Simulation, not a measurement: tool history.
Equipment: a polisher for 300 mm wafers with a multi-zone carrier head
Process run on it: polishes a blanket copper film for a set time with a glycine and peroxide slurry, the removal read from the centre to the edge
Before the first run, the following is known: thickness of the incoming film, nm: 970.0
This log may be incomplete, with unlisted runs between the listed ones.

| run | hour | flow of slurry (ml/min) | pressure of the head's centre zone | pressure of the head's middle zone | pressure of the head's edge zone | polishing time (s) | film removed at the wafer's centre (Å) | film removed at mid-radius (Å) | film removed at the wafer's edge (Å) |
|---|---|---|---|---|---|---|---|---|---|
| 1 | 0 | 295 | 1 | 1 | 1 | 47 | 3755.3 | 3776 | 3737.7 |
| 2 | 8.8 | 295 | 1 | 0.96 | 1 | 47 | 3747.2 | 3667.9 | 3802.4 |
| 3 | 12.8 | 295 | 1 | 0.96 | 1 | 56 | 4486.1 | 4392.5 | 4473.4 |
| 4 | 19.8 | 295 | 1 | 0.96 | 1 | 48 | 3881.1 | 3749.5 | 3802.6 |
| 5 | 23.3 | 295 | 1 | 0.96 | 1 | 40 | 3148 | 3105 | 3156.5 |
| 6 | 30.7 | 295 | 1.08 | 0.96 | 1 | 40 | 3372.9 | 3097.7 | 3161.3 |
| 7 | 34.8 | 305 | 1.08 | 0.99 | 1.03 | 42 | 3590 | 3344 | 3490.5 |
| 8 | 43.5 | 315 | 1.09 | 1.03 | 1.03 | 43 | 3793.4 | 3611.9 | 3499.9 |
| 9 | 49.8 | 320 | 1.09 | 1.05 | 1.06 | 44 | 3831.2 | 3738.5 | 3695.2 |
| 10 | 56.9 | 330 | 1.1 | 1.07 | 1.08 | 45 | 3981.3 | 3889.8 | 3779.8 |
| 11 | 61 | 335 | 1.1 | 1.09 | 1.1 | 46 | 4069.2 | 4002.9 | 3859.6 |
| 12 | 69.6 | 335 | 1.1 | 1.09 | 1.1 | 46 | 4081.3 | 3993.4 | 3938.2 |

What does the tool deliver on the next run?
| 13 | 73 | 340 | 1.1 | 1.11 | 1.11 | 47 | ? | ? | ? |

film removed at the wafer's centre (Å): 4134.5
film removed at mid-radius (Å): 4215
film removed at the wafer's edge (Å): 3972.5
